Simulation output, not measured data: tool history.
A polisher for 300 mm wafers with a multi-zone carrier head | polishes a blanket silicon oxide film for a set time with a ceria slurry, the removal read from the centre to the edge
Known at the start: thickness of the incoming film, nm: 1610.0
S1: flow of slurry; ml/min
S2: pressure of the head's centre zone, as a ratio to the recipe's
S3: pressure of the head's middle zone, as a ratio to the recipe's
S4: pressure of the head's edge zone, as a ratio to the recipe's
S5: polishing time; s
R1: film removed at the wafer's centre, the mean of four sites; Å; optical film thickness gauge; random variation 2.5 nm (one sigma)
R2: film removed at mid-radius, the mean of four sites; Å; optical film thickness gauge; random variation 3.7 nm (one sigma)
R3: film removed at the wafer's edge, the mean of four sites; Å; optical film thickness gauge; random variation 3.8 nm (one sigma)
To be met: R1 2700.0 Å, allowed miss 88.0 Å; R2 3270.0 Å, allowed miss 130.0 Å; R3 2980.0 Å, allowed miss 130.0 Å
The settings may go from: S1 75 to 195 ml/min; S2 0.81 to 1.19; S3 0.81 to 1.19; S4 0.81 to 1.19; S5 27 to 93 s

run 1 hour=0.0 | S1=125 S2=1.00 S3=1.00 S4=1.00 S5=59 | R1=1887.8 R2=1816.3 R3=1888.1
run 2 hour=1.6 | S1=130 S2=0.99 S3=1.02 S4=1.01 S5=62 | R1=1963.6 R2=1979.6 R3=1942.4
run 3 hour=6.0 | S1=125 S2=0.98 S3=1.03 S4=1.02 S5=66 | R1=2031.7 R2=2101.7 R3=2026.1
run 4 hour=10.9 | S1=130 S2=0.96 S3=1.03 S4=1.04 S5=70 | R1=2155.8 R2=2225.7 R3=2245.4
run 5 hour=16.4 | S1=135 S2=0.95 S3=1.05 S4=1.05 S5=72 | R1=2256.4 R2=2426.5 R3=2339.3
run 6 hour=20.7 | S1=140 S2=0.94 S3=1.06 S4=1.07 S5=73 | R1=2242.6 R2=2462.6 R3=2417.4
run 7 hour=22.6 | S1=145 S2=0.94 S3=1.07 S4=1.08 S5=74 | R1=2311.8 R2=2529.7 R3=2422.6
run 8 hour=26.7 | S1=145 S2=0.93 S3=1.08 S4=1.08 S5=76 | R1=2330.7 R2=2579.6 R3=2547.7
run 9 hour=27.5 | S1=150 S2=0.93 S3=1.10 S4=1.08 S5=77 | R1=2370.2 R2=2710.2 R3=2571.7
run 10 hour=28.8 | S1=155 S2=0.93 S3=1.11 S4=1.09 S5=78 | R1=2412.7 R2=2786.7 R3=2551.1
run 11 hour=30.0 | S1=155 S2=0.93 S3=1.11 S4=1.09 S5=79 | R1=2464.7 R2=2797.5 R3=2649.9
run 12 hour=39.0 | S1=155 S2=0.93 S3=1.12 S4=1.09 S5=80 | R1=2499.0 R2=2949.5 R3=2680.2
run 13 hour=39.8 | S1=155 S2=0.93 S3=1.12 S4=1.10 S5=81 | R1=2523.8 R2=2867.7 R3=2746.3

Which of these 5 next moves meets every target?
run A hour=40.6 | S1=155 S2=0.92 S3=1.09 S4=1.13 S5=87 | R1=? R2=? R3=?
run B hour=40.6 | S1=150 S2=1.01 S3=1.04 S4=1.11 S5=87 | R1=? R2=? R3=?
run C hour=40.6 | S1=160 S2=1.05 S3=1.12 S4=1.08 S5=82 | R1=? R2=? R3=?
run D hour=40.6 | S1=180 S2=1.05 S3=1.13 S4=1.00 S5=82 | R1=? R2=? R3=?
run E hour=40.6 | S1=165 S2=0.89 S3=1.16 S4=1.06 S5=88 | R1=? R2=? R3=?

move=A R1=2688.4 R2=3010.0 R3=2956.1
move=B R1=2931.0 R2=2871.9 R3=2917.6
move=C R1=2915.4 R2=2919.7 R3=2733.9
move=D R1=2984.2 R2=3004.1 R3=2672.0
move=E R1=2666.2 R2=3250.7 R3=2917.1
A: nearer than the last run, and not there yet
B: as far off as the last run
C: nearer than the last run, and not there yet
D: as far off as the last run
E: meets every target
Move E is the one to make.

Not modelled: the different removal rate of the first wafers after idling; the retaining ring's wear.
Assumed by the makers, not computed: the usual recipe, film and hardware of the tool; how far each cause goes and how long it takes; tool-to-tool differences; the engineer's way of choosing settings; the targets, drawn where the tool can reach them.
